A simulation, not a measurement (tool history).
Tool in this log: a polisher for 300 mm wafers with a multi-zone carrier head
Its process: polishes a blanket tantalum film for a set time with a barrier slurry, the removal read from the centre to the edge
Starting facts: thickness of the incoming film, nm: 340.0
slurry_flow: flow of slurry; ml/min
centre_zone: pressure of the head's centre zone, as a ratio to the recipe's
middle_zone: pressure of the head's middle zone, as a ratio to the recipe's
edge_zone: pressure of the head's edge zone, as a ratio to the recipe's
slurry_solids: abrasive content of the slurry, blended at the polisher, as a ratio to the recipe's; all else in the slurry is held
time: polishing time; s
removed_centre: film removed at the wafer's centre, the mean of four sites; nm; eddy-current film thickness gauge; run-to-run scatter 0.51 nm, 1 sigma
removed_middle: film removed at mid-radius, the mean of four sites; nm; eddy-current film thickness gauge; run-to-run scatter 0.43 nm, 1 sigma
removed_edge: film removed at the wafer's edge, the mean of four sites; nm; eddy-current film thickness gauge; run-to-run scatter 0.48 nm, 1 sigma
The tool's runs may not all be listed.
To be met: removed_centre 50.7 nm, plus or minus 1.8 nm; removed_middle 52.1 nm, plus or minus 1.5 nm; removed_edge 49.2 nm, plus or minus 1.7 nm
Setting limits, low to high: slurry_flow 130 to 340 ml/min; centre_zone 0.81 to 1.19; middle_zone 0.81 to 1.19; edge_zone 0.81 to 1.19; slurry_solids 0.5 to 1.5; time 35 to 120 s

run,hour,slurry_flow,centre_zone,middle_zone,edge_zone,slurry_solids,time,removed_centre,removed_middle,removed_edge
1,0,220,1,1,1,1,77,89.269,95.672,88.939
2,7.7,220,1,1,1.04,1,77,90.842,94.391,94.529
3,10.6,270,1,1,1.04,1,77,91.416,96.39,95.006
4,16.6,265,0.99,0.97,1,0.9,72,82.552,82.944,81.156
5,24.2,260,0.96,0.95,0.97,0.8,69,71.022,74.189,72.01
6,26.4,260,0.95,0.93,0.94,0.75,68,66.686,68.038,66.619
7,29.8,260,0.94,0.92,0.92,0.7,67,62.469,64.208,62.178
8,37.1,255,0.93,0.91,0.9,0.65,67,57.147,58.82,57.5

Which single option among these 5 for the next run brings every result within its allowed miss of target? Just one does.
A,44.4,245,0.91,1.06,0.82,0.65,56,?,?,?
B,44.4,280,0.96,1.08,0.84,0.6,58,?,?,?
C,44.4,235,0.91,1.03,0.81,0.65,56,?,?,?
D,44.4,280,0.98,0.95,0.91,0.7,53,?,?,?
E,44.4,215,0.84,1.02,0.85,0.65,59,?,?,?

move,removed_centre,removed_middle,removed_edge
A,47.796,55.944,45.618
B,48.267,54.866,44.368
C,47.578,54.383,45.259
D,51.893,52.074,48.762
E,46.552,56.35,48.402
A: carries the result that was furthest off beyond its target, to the other side
B: carries the result that was furthest off beyond its target, to the other side
C: carries the result that was furthest off beyond its target, to the other side
D: in spec on every target
E: the furthest-off result lands on target, but another misses its tolerance
D is the move that brings every result within its allowed miss.
